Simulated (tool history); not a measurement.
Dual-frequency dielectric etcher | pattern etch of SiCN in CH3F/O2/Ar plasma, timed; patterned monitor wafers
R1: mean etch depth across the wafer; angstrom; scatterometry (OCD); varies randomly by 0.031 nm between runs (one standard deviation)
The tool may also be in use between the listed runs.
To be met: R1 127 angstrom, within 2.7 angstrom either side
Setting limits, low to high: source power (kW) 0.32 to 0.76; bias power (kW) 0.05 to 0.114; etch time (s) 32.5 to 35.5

run 1 hour=0 | source_power_(kW)=0.54 bias_power_(kW)=0.082 etch_time_(s)=35.5 | R1=155.13
run 2 hour=8.2 | source_power_(kW)=0.54 bias_power_(kW)=0.095 etch_time_(s)=35.5 | R1=166.13
run 3 hour=14.9 | source_power_(kW)=0.54 bias_power_(kW)=0.095 etch_time_(s)=35.5 | R1=167.45
run 4 hour=16.9 | source_power_(kW)=0.51 bias_power_(kW)=0.091 etch_time_(s)=35.5 | R1=160.98
run 5 hour=18.6 | source_power_(kW)=0.45 bias_power_(kW)=0.091 etch_time_(s)=35.5 | R1=156.51
run 6 hour=19.3 | source_power_(kW)=0.41 bias_power_(kW)=0.091 etch_time_(s)=35.5 | R1=153.81
run 7 hour=23.6 | source_power_(kW)=0.4 bias_power_(kW)=0.086 etch_time_(s)=35.5 | R1=149.27
run 8 hour=32.5 | source_power_(kW)=0.39 bias_power_(kW)=0.082 etch_time_(s)=35.5 | R1=145.3
run 9 hour=41.3 | source_power_(kW)=0.38 bias_power_(kW)=0.079 etch_time_(s)=35.5 | R1=141.23
run 10 hour=44.9 | source_power_(kW)=0.37 bias_power_(kW)=0.077 etch_time_(s)=35.5 | R1=139.53
run 11 hour=52.2 | source_power_(kW)=0.36 bias_power_(kW)=0.075 etch_time_(s)=35.5 | R1=135.81
run 12 hour=57.3 | source_power_(kW)=0.36 bias_power_(kW)=0.074 etch_time_(s)=35.5 | R1=135.28
run 13 hour=62.4 | source_power_(kW)=0.32 bias_power_(kW)=0.065 etch_time_(s)=35 | R1=122.72
run 14 hour=63.2 | source_power_(kW)=0.33 bias_power_(kW)=0.065 etch_time_(s)=35 | R1=123.22
run 15 hour=71.4 | source_power_(kW)=0.34 bias_power_(kW)=0.065 etch_time_(s)=35 | R1=123.06

Which single option among these 5 for the next run brings every result within its allowed miss of target? Just one does.
run A hour=79.6 | source_power_(kW)=0.37 bias_power_(kW)=0.061 etch_time_(s)=33.5 | R1=?
run B hour=79.6 | source_power_(kW)=0.32 bias_power_(kW)=0.065 etch_time_(s)=35 | R1=?
run C hour=79.6 | source_power_(kW)=0.34 bias_power_(kW)=0.064 etch_time_(s)=33.5 | R1=?
run D hour=79.6 | source_power_(kW)=0.32 bias_power_(kW)=0.063 etch_time_(s)=34 | R1=?
run E hour=79.6 | source_power_(kW)=0.33 bias_power_(kW)=0.074 etch_time_(s)=33.5 | R1=?

move=A R1=116.93
move=B R1=122.79
move=C R1=117.92
move=D R1=117.37
move=E R1=126.3
A: moves away from the targets compared with the last run
B: moves away from the targets compared with the last run
C: moves away from the targets compared with the last run
D: moves away from the targets compared with the last run
E: meets every target
Answer: E
